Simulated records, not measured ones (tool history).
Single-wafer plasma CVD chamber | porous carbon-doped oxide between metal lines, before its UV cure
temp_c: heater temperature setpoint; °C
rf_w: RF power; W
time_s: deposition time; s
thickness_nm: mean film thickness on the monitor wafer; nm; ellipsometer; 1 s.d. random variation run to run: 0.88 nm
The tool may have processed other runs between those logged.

{"run": 1, "day": 0.0, "temp_c": 305, "rf_w": 470, "time_s": 62.6, "thickness_nm": 303.63}
{"run": 2, "day": 0.088, "temp_c": 307, "rf_w": 455, "time_s": 62.6, "thickness_nm": 292.76}
{"run": 3, "day": 0.354, "temp_c": 309, "rf_w": 445, "time_s": 62.6, "thickness_nm": 284.23}
{"run": 4, "day": 0.471, "temp_c": 309, "rf_w": 445, "time_s": 64.5, "thickness_nm": 294.11}
{"run": 5, "day": 0.567, "temp_c": 310, "rf_w": 435, "time_s": 64.4, "thickness_nm": 285.65}
{"run": 6, "day": 0.662, "temp_c": 310, "rf_w": 435, "time_s": 64.5, "thickness_nm": 287.12}
{"day": 0.938, "done": "thermocouple changed; heater temperature recalibrated"}
{"run": 7, "day": 0.938, "temp_c": 311, "rf_w": 425, "time_s": 64.4, "thickness_nm": 285.3}

The next listed run, before its measurement:
{"run": 8, "day": 0.996, "temp_c": 312, "rf_w": 415, "time_s": 64.2, "thickness_nm": "?"}

Logged for run 8: thickness_nm 273.91 nm.
